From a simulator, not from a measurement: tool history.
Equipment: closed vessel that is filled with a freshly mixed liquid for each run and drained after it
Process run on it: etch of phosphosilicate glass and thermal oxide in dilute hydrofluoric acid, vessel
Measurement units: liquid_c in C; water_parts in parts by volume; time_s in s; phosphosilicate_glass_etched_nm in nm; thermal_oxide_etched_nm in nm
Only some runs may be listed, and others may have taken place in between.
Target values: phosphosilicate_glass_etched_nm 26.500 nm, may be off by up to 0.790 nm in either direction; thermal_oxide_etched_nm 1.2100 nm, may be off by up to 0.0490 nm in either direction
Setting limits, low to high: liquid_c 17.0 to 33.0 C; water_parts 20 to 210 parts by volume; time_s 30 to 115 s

run	hour	liquid_c	water_parts	time_s	phosphosilicate_glass_etched_nm	thermal_oxide_etched_nm
1	0.0	25.0	115	60	54.569	2.4536
2	1.0	21.5	115	60	47.986	2.1528
3	5.7	20.5	125	60	41.424	1.9233
4	6.8	17.0	125	60	36.170	1.6076
5	14.6	17.0	95	60	49.686	2.2050
6	21.9	17.0	95	40	32.166	1.4572
7	31.0	17.0	100	40	30.574	1.4093
8	39.2	17.0	100	40	30.927	1.3808
9	42.2	17.0	105	40	29.508	1.3361
10	46.5	17.0	110	40	27.832	1.2623
11	52.4	17.0	110	40	27.763	1.2602

Next run, 4 choices. One meets every target within its allowed miss, the rest don't. Which?
A	58.3	19.5	105	35	?	?
B	58.3	18.0	105	35	?	?
C	58.3	17.0	105	40	?	?
D	58.3	17.0	110	35	?	?

move	phosphosilicate_glass_etched_nm	thermal_oxide_etched_nm
A	28.197	1.2770
B	26.515	1.2008
C	29.072	1.3166
D	24.154	1.0939
A: lands further from the targets than the last run did
B: in spec on every target
C: lands further from the targets than the last run did
D: carries the result that was furthest off beyond its target, to the other side
The move that meets every target is B.
